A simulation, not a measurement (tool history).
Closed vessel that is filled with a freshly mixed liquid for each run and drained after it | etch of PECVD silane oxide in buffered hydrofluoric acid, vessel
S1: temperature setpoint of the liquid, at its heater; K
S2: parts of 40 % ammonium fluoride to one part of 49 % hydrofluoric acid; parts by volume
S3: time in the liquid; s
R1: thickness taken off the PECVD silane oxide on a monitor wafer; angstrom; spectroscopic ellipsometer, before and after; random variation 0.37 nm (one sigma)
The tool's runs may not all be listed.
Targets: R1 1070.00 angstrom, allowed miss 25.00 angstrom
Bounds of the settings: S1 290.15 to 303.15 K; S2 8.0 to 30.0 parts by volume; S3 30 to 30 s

run 1 day=0.000 | S1=295.15 S2=21.5 S3=30 | R1=482.61
run 2 day=0.221 | S1=296.65 S2=19.5 S3=30 | R1=562.45
run 3 day=0.288 | S1=298.15 S2=18.0 S3=30 | R1=662.11
run 4 day=0.554 | S1=299.15 S2=17.0 S3=30 | R1=738.86
run 5 day=0.858 | S1=300.15 S2=16.5 S3=30 | R1=803.39
run 6 day=1.200 | S1=300.65 S2=16.0 S3=30 | R1=850.77
run 7 day=1.417 | S1=300.65 S2=16.0 S3=30 | R1=848.76
run 8 day=1.600 | S1=301.15 S2=15.5 S3=30 | R1=905.52
run 9 day=1.788 | S1=301.65 S2=15.5 S3=30 | R1=922.28
run 10 day=2.033 | S1=303.15 S2=13.0 S3=30 | R1=1191.60
run 11 day=2.350 | S1=302.65 S2=13.0 S3=30 | R1=1159.10

5 next moves are on the table. One of them brings every result within its allowed miss. Which?
run A day=2.667 | S1=301.15 S2=13.5 S3=30 | R1=?
run B day=2.667 | S1=301.15 S2=13.0 S3=30 | R1=?
run C day=2.667 | S1=303.15 S2=12.0 S3=30 | R1=?
run D day=2.667 | S1=303.15 S2=11.5 S3=30 | R1=?
run E day=2.667 | S1=301.65 S2=11.0 S3=30 | R1=?

move=A R1=1031.60
move=B R1=1070.40
move=C R1=1286.50
move=D R1=1341.00
move=E R1=1293.90
A: takes the result that was furthest off past its target
B: meets every target
C: further off than the last run
D: further off than the last run
E: further off than the last run
Answer: B
